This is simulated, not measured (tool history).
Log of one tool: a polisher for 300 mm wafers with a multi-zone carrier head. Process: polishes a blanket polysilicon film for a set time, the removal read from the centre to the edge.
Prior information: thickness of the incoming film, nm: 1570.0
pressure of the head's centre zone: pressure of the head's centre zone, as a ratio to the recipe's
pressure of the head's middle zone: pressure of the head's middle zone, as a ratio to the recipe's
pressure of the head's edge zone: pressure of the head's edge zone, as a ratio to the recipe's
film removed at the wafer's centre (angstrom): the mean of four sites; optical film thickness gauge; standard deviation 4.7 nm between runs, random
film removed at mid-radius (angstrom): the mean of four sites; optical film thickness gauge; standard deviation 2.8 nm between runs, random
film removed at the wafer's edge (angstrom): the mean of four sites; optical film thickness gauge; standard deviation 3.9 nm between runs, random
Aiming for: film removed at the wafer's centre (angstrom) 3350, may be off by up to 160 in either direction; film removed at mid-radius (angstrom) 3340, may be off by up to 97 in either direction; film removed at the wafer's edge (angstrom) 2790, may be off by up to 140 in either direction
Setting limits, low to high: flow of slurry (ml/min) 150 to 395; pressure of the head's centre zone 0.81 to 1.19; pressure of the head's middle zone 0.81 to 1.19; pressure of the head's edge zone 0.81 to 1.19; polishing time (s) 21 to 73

run  hour  flow of slurry (ml/min)  pressure of the head's centre zone  pressure of the head's middle zone  pressure of the head's edge zone  polishing time (s)  film removed at the wafer's centre (angstrom)  film removed at mid-radius (angstrom)  film removed at the wafer's edge (angstrom)
  1     0                      250                                   1                                   1                                 1                  47                                         5249.6                                 5011.6                                       4821.2
  2   6.6                      205                                   1                                   1                                 1                  47                                         5221.3                                 4897.1                                       4783.4
  3   7.4                      205                                   1                                   1                                 1                  39                                         4179.5                                 3973.7                                       4005.3
  4  11.1                      205                                   1                                1.06                                 1                  39                                         4250.2                                   4164                                       4093.2
     12.4  -- centre zone pressure recalibrated
  5  12.4                      205                                   1                                1.06                                 1                  34                                           3487                                 3642.8                                       3578.2
  6  13.3                      235                                1.05                                1.07                              0.94                  32                                         3515.1                                 3564.6                                       3254.4
  7  21.8                      240                                1.06                                1.07                              0.91                  31                                         3429.6                                 3394.9                                       3139.9
  8  27.3                      255                                1.08                                1.09                              0.88                  30                                         3366.2                                   3386                                       2972.4
  9  30.8                      260                                1.09                                1.09                              0.86                  30                                         3478.9                                 3370.3                                       2925.5

Exercise: of the 4 proposed moves below, exactly one satisfies all targets within the stated allowed misses. Which move is it?
  A  34.3                      220                                 1.1                                1.13                              0.83                  29                                              ?                                      ?                                            ?
  B  34.3                      250                                1.05                                0.97                              0.85                  34                                              ?                                      ?                                            ?
  C  34.3                      220                                   1                                   1                               0.9                  32                                              ?                                      ?                                            ?
  D  34.3                      250                                1.19                                1.07                              0.81                  29                                              ?                                      ?                                            ?

move  film removed at the wafer's centre (angstrom)  film removed at mid-radius (angstrom)  film removed at the wafer's edge (angstrom)
   A                                         3335.3                                   3313                                         2757
   B                                         3789.3                                 3553.3                                       3308.4
   C                                           3341                                 3364.1                                       3159.6
   D                                         3668.1                                 3235.9                                       2759.6
A: each result inside its tolerance
B: moves away from the targets compared with the last run
C: moves away from the targets compared with the last run
D: corrects the largest miss of the last run, while another result sits out of spec
A meets every target.
